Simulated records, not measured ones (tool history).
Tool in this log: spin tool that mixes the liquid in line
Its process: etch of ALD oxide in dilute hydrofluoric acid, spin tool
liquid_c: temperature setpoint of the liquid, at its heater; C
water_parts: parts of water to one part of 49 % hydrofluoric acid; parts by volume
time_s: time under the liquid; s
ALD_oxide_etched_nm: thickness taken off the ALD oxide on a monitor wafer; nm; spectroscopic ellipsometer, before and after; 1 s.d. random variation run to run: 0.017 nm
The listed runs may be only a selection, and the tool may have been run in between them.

run,hour,liquid_c,water_parts,time_s,ALD_oxide_etched_nm
1,0.0,25.0,220,15,1.9873
2,8.4,28.5,220,15,2.2397
3,12.4,29.0,220,15,2.2579
4,20.7,29.0,260,15,1.8311
5,28.3,25.5,260,15,1.6228
6,33.9,27.0,255,15,1.7502
7,37.8,28.5,250,15,1.8974
8,44.6,29.5,245,15,2.0451
9,53.0,30.5,245,15,2.0855

Run 10 comes next. What will it give?
# hour 60.7: hydrofluoric acid flow meter replaced
10,60.7,31.0,240,15,?

{"run 10": {"ALD_oxide_etched_nm": 1.9534}}
